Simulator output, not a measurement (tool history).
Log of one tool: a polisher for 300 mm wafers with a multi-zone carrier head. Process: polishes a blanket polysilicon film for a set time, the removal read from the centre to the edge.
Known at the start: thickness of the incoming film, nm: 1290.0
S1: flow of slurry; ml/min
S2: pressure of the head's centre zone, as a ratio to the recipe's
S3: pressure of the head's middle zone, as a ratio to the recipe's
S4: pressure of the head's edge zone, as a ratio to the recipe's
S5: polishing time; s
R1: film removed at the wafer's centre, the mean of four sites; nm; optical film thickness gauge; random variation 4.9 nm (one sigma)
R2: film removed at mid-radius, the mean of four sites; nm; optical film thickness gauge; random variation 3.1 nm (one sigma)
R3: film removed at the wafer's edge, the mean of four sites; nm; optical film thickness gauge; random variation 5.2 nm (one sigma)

run 1 day=0 | S1=140 S2=1 S3=1 S4=1 S5=62 | R1=491.82 R2=500.39 R3=473.5
run 2 day=0.033 | S1=140 S2=0.93 S3=1 S4=1 S5=62 | R1=447.03 R2=503.12 R3=475.72
run 3 day=0.296 | S1=115 S2=0.93 S3=1 S4=1 S5=62 | R1=435.06 R2=481.38 R3=456.34
run 4 day=0.65 | S1=115 S2=0.93 S3=1 S4=0.94 S5=62 | R1=430.02 R2=473.11 R3=456.9
run 5 day=0.988 | S1=115 S2=0.93 S3=1 S4=0.94 S5=71 | R1=486.2 R2=540.85 R3=518.49
run 6 day=1.283 | S1=115 S2=0.93 S3=1 S4=0.94 S5=70 | R1=481.9 R2=530.49 R3=494.93
run 7 day=1.354 | S1=115 S2=0.93 S3=1 S4=0.93 S5=69 | R1=488.99 R2=530.13 R3=501.89
run 8 day=1.604 | S1=115 S2=0.93 S3=1 S4=0.93 S5=68 | R1=474.34 R2=518.8 R3=499.75
run 9 day=1.675 | S1=115 S2=0.93 S3=1 S4=0.93 S5=67 | R1=451.82 R2=516.3 R3=476.93
run 10 day=1.912 | S1=115 S2=0.93 S3=0.99 S4=0.92 S5=66 | R1=458.14 R2=499.26 R3=477.74
run 11 day=2.05 | S1=115 S2=0.93 S3=0.99 S4=0.92 S5=65 | R1=440.23 R2=493.56 R3=463.24
run 12 day=2.083 | S1=115 S2=0.93 S3=0.98 S4=0.91 S5=65 | R1=453.88 R2=488.01 R3=463.19
run 13 day=2.125 | S1=115 S2=0.92 S3=0.97 S4=0.9 S5=65 | R1=441.54 R2=486.23 R3=453.77
run 14 day=2.429 | S1=110 S2=0.92 S3=0.96 S4=0.9 S5=65 | R1=437.61 R2=473.58 R3=455.02

Forecast run 15:
run 15 day=2.7 | S1=110 S2=0.92 S3=0.95 S4=0.89 S5=65 | R1=? R2=? R3=?

Run 15 gave R1 446.46 nm, R2 474.65 nm, R3 442.43 nm.
